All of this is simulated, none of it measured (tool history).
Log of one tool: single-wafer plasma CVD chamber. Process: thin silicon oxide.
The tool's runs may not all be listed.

run,hour,heater temperature setpoint (K),chamber pressure (mTorr),RF power (kW),deposition time (s),mean film thickness on the monitor wafer (Å)
1,0.0,698.15,974,0.335,3.97,90.855
2,5.8,698.15,974,0.335,3.97,89.778
3,9.7,698.15,867,0.335,3.97,81.701
4,13.7,687.15,867,0.335,3.97,82.733
5,19.1,687.15,851,0.335,3.97,81.471
6,20.1,687.15,851,0.315,3.97,78.937
7,22.4,687.15,843,0.315,3.97,78.771
8,29.5,687.15,835,0.315,3.97,78.487

Forecast run 9:
9,34.5,687.15,835,0.315,3.97,?

Run 9 gave mean film thickness on the monitor wafer (Å) 78.596.
